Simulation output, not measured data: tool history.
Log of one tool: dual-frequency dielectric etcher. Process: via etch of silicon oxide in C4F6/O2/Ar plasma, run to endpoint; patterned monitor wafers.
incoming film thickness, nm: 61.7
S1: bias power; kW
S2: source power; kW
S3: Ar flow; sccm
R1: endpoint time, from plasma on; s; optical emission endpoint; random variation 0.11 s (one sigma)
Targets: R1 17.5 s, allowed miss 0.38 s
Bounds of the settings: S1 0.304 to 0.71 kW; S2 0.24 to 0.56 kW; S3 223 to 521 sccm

{"run": 1, "day": 0.0, "S1": 0.507, "S2": 0.4, "S3": 372, "R1": 15.175}
{"run": 2, "day": 0.25, "S1": 0.584, "S2": 0.4, "S3": 372, "R1": 14.43}
{"run": 3, "day": 0.379, "S1": 0.533, "S2": 0.39, "S3": 375, "R1": 15.043}
{"run": 4, "day": 0.725, "S1": 0.492, "S2": 0.38, "S3": 377, "R1": 15.666}
{"run": 5, "day": 0.767, "S1": 0.455, "S2": 0.38, "S3": 377, "R1": 16.122}
{"run": 6, "day": 0.888, "S1": 0.455, "S2": 0.44, "S3": 377, "R1": 14.832}
{"day": 1.067, "done": "Ar flow controller replaced"}
{"run": 7, "day": 1.067, "S1": 0.455, "S2": 0.44, "S3": 377, "R1": 14.561}
{"run": 8, "day": 1.292, "S1": 0.429, "S2": 0.42, "S3": 379, "R1": 15.628}
{"run": 9, "day": 1.583, "S1": 0.404, "S2": 0.41, "S3": 380, "R1": 16.021}

4 next moves are on the table. One of them brings every result within its allowed miss. Which?
{"run": "A", "day": 1.875, "S1": 0.428, "S2": 0.39, "S3": 459, "R1": "?"}
{"run": "B", "day": 1.875, "S1": 0.404, "S2": 0.4, "S3": 384, "R1": "?"}
{"run": "C", "day": 1.875, "S1": 0.509, "S2": 0.46, "S3": 370, "R1": "?"}
{"run": "D", "day": 1.875, "S1": 0.363, "S2": 0.38, "S3": 389, "R1": "?"}

move=A R1=16.515
move=B R1=16.186
move=C R1=13.731
move=D R1=17.337
A: nearer than the last run, and not there yet
B: nearer than the last run, and not there yet
C: further off than the last run
D: meets every target
The right move is D.
